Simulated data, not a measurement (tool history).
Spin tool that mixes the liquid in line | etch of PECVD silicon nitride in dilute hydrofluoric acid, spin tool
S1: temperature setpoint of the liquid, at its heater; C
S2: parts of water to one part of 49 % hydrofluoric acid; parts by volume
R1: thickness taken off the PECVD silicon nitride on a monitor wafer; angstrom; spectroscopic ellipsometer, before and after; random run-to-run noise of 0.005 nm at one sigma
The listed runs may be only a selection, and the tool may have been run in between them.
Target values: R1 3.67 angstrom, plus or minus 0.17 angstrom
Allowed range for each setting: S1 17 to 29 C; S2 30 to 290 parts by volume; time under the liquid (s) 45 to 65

{"run": 1, "hour": 0.0, "S1": 21, "S2": 160, "time under the liquid (s)": 65, "R1": 7.1067}
{"run": 2, "hour": 7.3, "S1": 20.5, "S2": 170, "time under the liquid (s)": 65, "R1": 6.3905}
{"run": 3, "hour": 8.8, "S1": 18, "S2": 170, "time under the liquid (s)": 65, "R1": 5.4016}
{"run": 4, "hour": 10.3, "S1": 18, "S2": 180, "time under the liquid (s)": 65, "R1": 5.1722}
{"run": 5, "hour": 15.6, "S1": 17, "S2": 180, "time under the liquid (s)": 65, "R1": 4.661}
{"run": 6, "hour": 21.8, "S1": 17, "S2": 125, "time under the liquid (s)": 65, "R1": 6.6989}
{"run": 7, "hour": 23.9, "S1": 17, "S2": 140, "time under the liquid (s)": 65, "R1": 6.0673}
{"run": 8, "hour": 32.7, "S1": 17, "S2": 155, "time under the liquid (s)": 65, "R1": 5.4282}
{"run": 9, "hour": 37.4, "S1": 17, "S2": 165, "time under the liquid (s)": 65, "R1": 5.1083}
{"run": 10, "hour": 41.8, "S1": 17, "S2": 175, "time under the liquid (s)": 65, "R1": 4.8277}
{"run": 11, "hour": 44.4, "S1": 17, "S2": 180, "time under the liquid (s)": 65, "R1": 4.6711}
{"run": 12, "hour": 47.8, "S1": 17, "S2": 185, "time under the liquid (s)": 65, "R1": 4.6096}
{"run": 13, "hour": 55.7, "S1": 17, "S2": 190, "time under the liquid (s)": 65, "R1": 4.4266}

4 candidate next runs follow, results not yet known. Just one meets every target within its allowed miss. Identify it.
{"run": "A", "hour": 63.6, "S1": 23.5, "S2": 225, "time under the liquid (s)": 65, "R1": "?"}
{"run": "B", "hour": 63.6, "S1": 20, "S2": 125, "time under the liquid (s)": 45, "R1": "?"}
{"run": "C", "hour": 63.6, "S1": 17, "S2": 160, "time under the liquid (s)": 45, "R1": "?"}
{"run": "D", "hour": 63.6, "S1": 17, "S2": 165, "time under the liquid (s)": 65, "R1": "?"}

move=A R1=5.9934
move=B R1=5.8756
move=C R1=3.7732
move=D R1=5.2912
A: its largest miss is bigger than the last run's
B: its largest miss is bigger than the last run's
C: all results in spec
D: its largest miss is bigger than the last run's
So the answer is move C, the one that meets all the targets.

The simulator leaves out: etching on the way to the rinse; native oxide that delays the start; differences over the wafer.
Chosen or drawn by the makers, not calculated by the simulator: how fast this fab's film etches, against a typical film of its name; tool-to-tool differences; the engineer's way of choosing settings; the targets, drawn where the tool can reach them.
